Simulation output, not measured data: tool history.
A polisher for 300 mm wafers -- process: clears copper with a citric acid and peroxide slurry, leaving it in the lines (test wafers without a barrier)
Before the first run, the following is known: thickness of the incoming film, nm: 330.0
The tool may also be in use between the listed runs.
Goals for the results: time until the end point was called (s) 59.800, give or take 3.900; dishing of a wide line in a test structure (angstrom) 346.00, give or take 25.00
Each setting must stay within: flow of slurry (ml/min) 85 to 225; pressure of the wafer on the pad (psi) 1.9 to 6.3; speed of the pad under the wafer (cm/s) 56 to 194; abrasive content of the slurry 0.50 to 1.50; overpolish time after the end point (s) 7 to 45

| run | hour | flow of slurry (ml/min) | pressure of the wafer on the pad (psi) | speed of the pad under the wafer (cm/s) | abrasive content of the slurry | overpolish time after the end point (s) | time until the end point was called (s) | dishing of a wide line in a test structure (angstrom) |
|---|---|---|---|---|---|---|---|---|
| 1 | 0.0 | 145 | 4.1 | 124 | 1.00 | 23 | 93.184 | 584.51 |
| 2 | 7.9 | 175 | 4.1 | 124 | 1.00 | 23 | 93.334 | 584.60 |
| 3 | 15.3 | 175 | 4.1 | 124 | 1.20 | 23 | 86.166 | 604.41 |
| 4 | 19.5 | 175 | 3.7 | 124 | 1.20 | 23 | 94.496 | 569.25 |
| 5 | 27.4 | 175 | 3.7 | 106 | 1.20 | 23 | 111.700 | 545.95 |
| 6 | 31.4 | 175 | 3.7 | 106 | 1.35 | 23 | 109.690 | 527.57 |
| 7 | 33.5 | 150 | 3.5 | 128 | 1.40 | 19 | 93.179 | 514.77 |
| 8 | 38.7 | 165 | 3.1 | 146 | 1.45 | 16 | 93.323 | 476.64 |
| 9 | 41.1 | 145 | 3.2 | 154 | 1.45 | 14 | 86.224 | 442.23 |
| 10 | 42.8 | 130 | 3.4 | 164 | 1.30 | 12 | 80.058 | 403.31 |
| 11 | 45.8 | 120 | 3.7 | 168 | 1.20 | 11 | 74.554 | 407.49 |

4 candidate next runs follow, results not yet known. Just one meets every target within its allowed miss. Identify it.
| A | 48.8 | 100 | 3.7 | 176 | 1.25 | 7 | ? | ? |
| B | 48.8 | 130 | 4.0 | 166 | 1.20 | 7 | ? | ? |
| C | 48.8 | 135 | 4.2 | 182 | 1.15 | 7 | ? | ? |
| D | 48.8 | 120 | 3.7 | 182 | 1.05 | 7 | ? | ? |

| move | time until the end point was called (s) | dishing of a wide line in a test structure (angstrom) |
|---|---|---|
| A | 73.033 | 297.01 |
| B | 69.960 | 308.27 |
| C | 61.395 | 343.07 |
| D | 72.375 | 299.22 |
A: gains on the last run, yet a result remains outside its allowed miss
B: gains on the last run, yet a result remains outside its allowed miss
C: in spec on every target
D: gains on the last run, yet a result remains outside its allowed miss
C meets every target.
